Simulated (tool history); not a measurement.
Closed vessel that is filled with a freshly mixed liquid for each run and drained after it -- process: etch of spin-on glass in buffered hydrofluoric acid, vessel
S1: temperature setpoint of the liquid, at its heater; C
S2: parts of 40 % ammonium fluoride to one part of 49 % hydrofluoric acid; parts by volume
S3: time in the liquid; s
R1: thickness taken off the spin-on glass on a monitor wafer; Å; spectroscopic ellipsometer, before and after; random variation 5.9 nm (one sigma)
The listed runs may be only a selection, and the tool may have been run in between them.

Run 1, hour 0: S1 24 C, S2 9 parts by volume, S3 105 s. Result: R1 4556.3 Å.
Run 2, hour 8.3: S1 21.5 C, S2 9 parts by volume, S3 105 s. Result: R1 3953.3 Å.
Run 3, hour 16.9: S1 23.5 C, S2 8.5 parts by volume, S3 105 s. Result: R1 4551 Å.
Run 4, hour 18.7: S1 23.5 C, S2 8.5 parts by volume, S3 105 s. Result: R1 4636.2 Å.
Run 5, hour 21.1: S1 25.5 C, S2 8 parts by volume, S3 105 s. Result: R1 5314.5 Å.
Run 6, hour 21.8: S1 27 C, S2 7.5 parts by volume, S3 105 s. Result: R1 6188.5 Å.
Run 7, hour 24.3: S1 31 C, S2 7.5 parts by volume, S3 105 s. Result: R1 7733.8 Å.

Run 8 is up next; what results do you expect?
Run 8, hour 32.5: S1 31.5 C, S2 7.5 parts by volume, S3 105 s. Result: R1 ?.

{"run 8": {"R1": 7856.5}}
